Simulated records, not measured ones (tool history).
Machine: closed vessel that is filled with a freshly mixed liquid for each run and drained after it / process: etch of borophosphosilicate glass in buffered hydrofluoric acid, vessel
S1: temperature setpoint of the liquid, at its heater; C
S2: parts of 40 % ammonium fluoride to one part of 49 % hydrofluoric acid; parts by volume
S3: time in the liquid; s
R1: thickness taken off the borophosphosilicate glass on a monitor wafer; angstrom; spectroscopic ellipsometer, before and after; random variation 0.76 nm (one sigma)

{"run": 1, "hour": 0.0, "S1": 22.0, "S2": 11.0, "S3": 105, "R1": 2110.2}
{"run": 2, "hour": 7.0, "S1": 21.5, "S2": 11.0, "S3": 105, "R1": 2061.7}
{"run": 3, "hour": 8.9, "S1": 21.5, "S2": 11.0, "S3": 115, "R1": 2252.3}
{"run": 4, "hour": 9.6, "S1": 24.5, "S2": 11.0, "S3": 115, "R1": 2660.6}
{"run": 5, "hour": 12.5, "S1": 23.5, "S2": 11.5, "S3": 115, "R1": 2435.7}
{"run": 6, "hour": 16.4, "S1": 22.5, "S2": 11.5, "S3": 115, "R1": 2305.4}
{"run": 7, "hour": 22.4, "S1": 21.5, "S2": 11.5, "S3": 115, "R1": 2172.1}

Forecast run 8:
{"run": 8, "hour": 29.8, "S1": 21.0, "S2": 11.5, "S3": 115, "R1": "?"}

R1: 2122.9 angstrom
